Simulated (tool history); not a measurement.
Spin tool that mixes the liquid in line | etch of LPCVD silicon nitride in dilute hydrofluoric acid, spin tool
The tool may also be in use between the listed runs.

run  hour  temperature setpoint of the liquid (K)  parts of water to one part of 49 % hydrofluoric acid (parts by volume)  time under the liquid (s)  thickness taken off the LPCVD silicon nitride on a monitor wafer (Å)
  1     0                                  297.15                                                                      65                        320                                                                25.496
  2   0.8                                  297.15                                                                      65                        340                                                                26.906
  3   2.9                                  298.65                                                                      65                        340                                                                 30.91
  4   5.8                                  298.65                                                                      55                        340                                                                35.159
  5   8.8                                  299.15                                                                      55                        340                                                                36.842
  6  12.8                                  299.15                                                                      65                        340                                                                31.926
  7  16.5                                  300.15                                                                      65                        340                                                                32.682

Run 8 comes next. What will it give?
  8  20.8                                  301.15                                                                      65                        340                                                                     ?

Run 8 gave thickness taken off the LPCVD silicon nitride on a monitor wafer (Å) 34.784.

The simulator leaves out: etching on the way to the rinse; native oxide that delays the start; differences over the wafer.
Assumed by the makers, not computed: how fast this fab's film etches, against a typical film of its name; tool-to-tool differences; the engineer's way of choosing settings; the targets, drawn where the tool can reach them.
